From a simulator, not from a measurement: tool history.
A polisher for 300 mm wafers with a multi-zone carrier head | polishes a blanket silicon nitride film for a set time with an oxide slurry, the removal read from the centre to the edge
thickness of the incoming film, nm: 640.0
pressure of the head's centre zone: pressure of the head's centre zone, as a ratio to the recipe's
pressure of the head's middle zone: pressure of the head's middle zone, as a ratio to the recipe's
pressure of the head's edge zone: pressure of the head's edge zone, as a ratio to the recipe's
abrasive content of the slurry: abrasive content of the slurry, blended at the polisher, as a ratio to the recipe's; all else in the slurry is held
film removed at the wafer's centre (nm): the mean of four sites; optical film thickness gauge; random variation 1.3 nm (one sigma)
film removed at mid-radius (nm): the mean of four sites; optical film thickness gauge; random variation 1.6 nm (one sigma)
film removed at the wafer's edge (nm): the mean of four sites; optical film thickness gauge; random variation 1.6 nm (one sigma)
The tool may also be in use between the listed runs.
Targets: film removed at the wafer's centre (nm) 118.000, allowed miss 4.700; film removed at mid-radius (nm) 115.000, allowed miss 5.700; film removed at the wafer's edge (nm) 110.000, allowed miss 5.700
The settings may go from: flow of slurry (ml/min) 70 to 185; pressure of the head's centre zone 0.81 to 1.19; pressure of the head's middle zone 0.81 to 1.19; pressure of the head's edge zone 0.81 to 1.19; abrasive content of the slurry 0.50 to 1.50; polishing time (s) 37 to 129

run	hour	flow of slurry (ml/min)	pressure of the head's centre zone	pressure of the head's middle zone	pressure of the head's edge zone	abrasive content of the slurry	polishing time (s)	film removed at the wafer's centre (nm)	film removed at mid-radius (nm)	film removed at the wafer's edge (nm)
1	0.0	120	1.00	1.00	1.00	1.00	83	76.913	73.880	75.869
2	6.7	135	1.00	1.00	1.00	1.00	83	77.535	76.922	76.033
3	13.1	135	1.02	1.02	1.02	1.15	85	82.317	84.337	83.971
4	21.9	135	1.02	1.02	1.08	1.15	85	84.980	83.496	86.505
5	27.7	140	1.06	1.03	1.08	1.25	87	90.886	90.414	90.978
6	33.2	140	1.06	1.09	1.08	1.25	87	93.363	95.045	92.326
7	39.3	145	1.09	1.10	1.09	1.30	88	97.829	98.683	93.378
8	40.2	145	1.10	1.10	1.10	1.35	90	99.805	101.230	98.304
9	41.2	150	1.12	1.10	1.10	1.40	91	107.730	104.060	99.850
10	46.4	155	1.12	1.11	1.11	1.45	92	109.670	107.890	101.600
11	51.5	155	1.12	1.11	1.12	1.45	93	109.280	108.860	103.700

4 next moves are on the table. One of them brings every result within its allowed miss. Which?
A	56.6	120	1.01	0.93	1.19	1.50	97	?	?	?
B	56.6	100	1.18	1.12	1.17	1.40	94	?	?	?
C	56.6	160	1.13	1.15	1.14	1.50	82	?	?	?
D	56.6	120	1.14	1.12	1.09	1.50	103	?	?	?

move	film removed at the wafer's centre (nm)	film removed at mid-radius (nm)	film removed at the wafer's edge (nm)
A	101.250	95.096	107.600
B	104.330	101.140	98.059
C	100.370	101.840	92.342
D	119.090	118.140	108.940
A: further off than the last run
B: further off than the last run
C: further off than the last run
D: meets every target
Move D is the one to make.

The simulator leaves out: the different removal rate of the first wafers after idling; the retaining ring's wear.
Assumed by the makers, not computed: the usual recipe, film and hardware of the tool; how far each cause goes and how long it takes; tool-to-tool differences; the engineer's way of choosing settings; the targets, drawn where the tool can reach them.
